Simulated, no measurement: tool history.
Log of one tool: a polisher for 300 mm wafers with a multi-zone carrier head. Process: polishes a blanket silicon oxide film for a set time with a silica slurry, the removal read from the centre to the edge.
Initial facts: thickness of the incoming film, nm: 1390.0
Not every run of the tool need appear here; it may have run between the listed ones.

run  hour  flow of slurry (ml/min)  pressure of the head's centre zone  pressure of the head's middle zone  pressure of the head's edge zone  abrasive content of the slurry  polishing time (s)  film removed at the wafer's centre (nm)  film removed at mid-radius (nm)  film removed at the wafer's edge (nm)
  1     0                      160                                   1                                   1                                 1                               1                  70                                   179.97                           181.24                                 182.74
  2   6.9                      160                                1.09                                   1                                 1                               1                  70                                   193.53                           183.52                                 180.32
  3   7.7                      160                                1.08                                   1                              0.99                            0.95                  69                                   186.58                           179.15                                 173.81
  4  13.6                      180                                1.08                                   1                              0.99                            0.95                  69                                   191.51                           179.53                                 177.48
  5  18.5                      180                                1.08                                   1                              0.99                            0.95                  86                                   239.43                           231.73                                 218.94
  6    25                      210                                1.08                                   1                              0.99                            0.95                  86                                   245.01                              235                                 224.09
  7  26.4                      165                                0.98                                0.91                              0.89                             0.7                  67                                   145.21                           137.15                                 141.45
  8  29.6                      165                                0.97                                0.92                              0.88                             0.7                  67                                   143.08                           142.66                                 139.74
  9  34.1                      160                                0.96                                0.92                              0.87                             0.7                  67                                   139.91                           137.09                                 139.79

Forecast run 10:
 10  39.4                      160                                0.96                                0.93                              0.86                             0.7                  67                                        ?                                ?                                      ?

film removed at the wafer's centre (nm): 140.19
film removed at mid-radius (nm): 143.41
film removed at the wafer's edge (nm): 141.14
